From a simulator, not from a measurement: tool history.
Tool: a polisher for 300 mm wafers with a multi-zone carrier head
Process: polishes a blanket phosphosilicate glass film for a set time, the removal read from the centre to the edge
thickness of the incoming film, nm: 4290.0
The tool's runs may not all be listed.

run    day  flow of slurry (ml/min)  pressure of the head's centre zone  pressure of the head's middle zone  pressure of the head's edge zone  abrasive content of the slurry  polishing time (s)  film removed at the wafer's centre (nm)  film removed at mid-radius (nm)  film removed at the wafer's edge (nm)
  1  0.000                      225                                1.00                                1.00                              1.00                             1.0                  35                                   251.98                           257.24                                 268.06
  2  0.267                      230                                1.02                                0.99                              1.03                             1.1                  36                                   276.61                           275.83                                 292.18
  3  0.421                      230                                1.02                                0.99                              1.03                             1.0                  36                                   263.27                           259.03                                 282.57
  4  0.667                      230                                1.06                                0.99                              1.03                             1.0                  36                                   272.82                           266.03                                 283.93
  5  0.954                      190                                1.06                                0.99                              1.03                             1.0                  36                                   267.47                           253.58                                 273.31
  6  1.329                      190                                1.06                                0.99                              1.03                             1.0                  30                                   218.13                           213.59                                 227.16
  7  1.650                      205                                1.08                                0.98                              1.06                             1.1                  31                                   241.69                           229.70                                 260.70

Forecast run 8:
  8  1.917                      215                                1.10                                0.98                              1.06                             1.2                  32                                        ?                                ?                                      ?

{"run 8": {"film removed at the wafer's centre (nm)": 269.95, "film removed at mid-radius (nm)": 247.66, "film removed at the wafer's edge (nm)": 275.63}}
